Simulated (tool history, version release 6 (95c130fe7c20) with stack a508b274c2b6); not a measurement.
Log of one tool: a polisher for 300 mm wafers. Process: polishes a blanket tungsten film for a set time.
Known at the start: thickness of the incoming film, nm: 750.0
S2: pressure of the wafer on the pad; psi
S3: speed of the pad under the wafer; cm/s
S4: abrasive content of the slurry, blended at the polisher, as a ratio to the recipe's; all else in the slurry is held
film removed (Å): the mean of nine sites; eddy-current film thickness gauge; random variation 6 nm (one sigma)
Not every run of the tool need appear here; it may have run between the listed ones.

run 1 day=0.000 | flow_of_slurry_(ml/min)=140 S2=3.3 S3=140 S4=1.0 polishing_time_(s)=67 | film_removed_(Å)=3518.0
run 2 day=0.267 | flow_of_slurry_(ml/min)=140 S2=3.3 S3=140 S4=1.0 polishing_time_(s)=70 | film_removed_(Å)=3719.4
run 3 day=0.475 | flow_of_slurry_(ml/min)=165 S2=3.3 S3=140 S4=1.0 polishing_time_(s)=70 | film_removed_(Å)=3736.8
run 4 day=0.558 | flow_of_slurry_(ml/min)=165 S2=3.3 S3=140 S4=1.0 polishing_time_(s)=67 | film_removed_(Å)=3646.3
run 5 day=0.896 | flow_of_slurry_(ml/min)=170 S2=3.7 S3=140 S4=1.0 polishing_time_(s)=67 | film_removed_(Å)=4074.7
run 6 day=1.129 | flow_of_slurry_(ml/min)=155 S2=3.7 S3=140 S4=1.0 polishing_time_(s)=67 | film_removed_(Å)=3970.0
run 7 day=1.362 | flow_of_slurry_(ml/min)=160 S2=4.1 S3=140 S4=1.0 polishing_time_(s)=67 | film_removed_(Å)=4370.3
run 8 day=1.658 | flow_of_slurry_(ml/min)=165 S2=4.4 S3=142 S4=1.0 polishing_time_(s)=67 | film_removed_(Å)=4752.4

Forecast run 9:
run 9 day=2.008 | flow_of_slurry_(ml/min)=170 S2=4.6 S3=144 S4=1.0 polishing_time_(s)=67 | film_removed_(Å)=?

film removed (Å): 5144.9
